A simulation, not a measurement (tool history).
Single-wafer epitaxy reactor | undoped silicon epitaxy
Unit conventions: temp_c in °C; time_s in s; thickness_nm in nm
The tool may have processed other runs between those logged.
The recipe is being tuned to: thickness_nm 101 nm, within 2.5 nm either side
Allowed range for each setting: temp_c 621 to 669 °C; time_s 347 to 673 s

run,hour,temp_c,time_s,thickness_nm
1,0,645,510,89.568
2,1.9,645,477,84.059
3,7,640,477,75.519
4,14.6,640,405,64.23
5,18,645,405,71.379
6,24.8,636,405,59.294
7,28.1,639,406,62.852
8,30,651,414,82.318
9,34.4,652,414,83.929
10,41.7,653,414,85.632
11,42.7,662,417,103.53

Consider the 5 candidate settings below. Which is the only one whose results all fall within their allowed miss of target?
A,43.7,664,425,?
B,43.7,662,403,?
C,43.7,669,376,?
D,43.7,658,471,?
E,43.7,665,414,?

move,thickness_nm
A,110
B,100.19
C,107.53
D,108
E,109.32
A: misses by more than the last run did
B: every result lands within tolerance
C: misses by more than the last run did
D: misses by more than the last run did
E: misses by more than the last run did
Go with B: it meets all targets.

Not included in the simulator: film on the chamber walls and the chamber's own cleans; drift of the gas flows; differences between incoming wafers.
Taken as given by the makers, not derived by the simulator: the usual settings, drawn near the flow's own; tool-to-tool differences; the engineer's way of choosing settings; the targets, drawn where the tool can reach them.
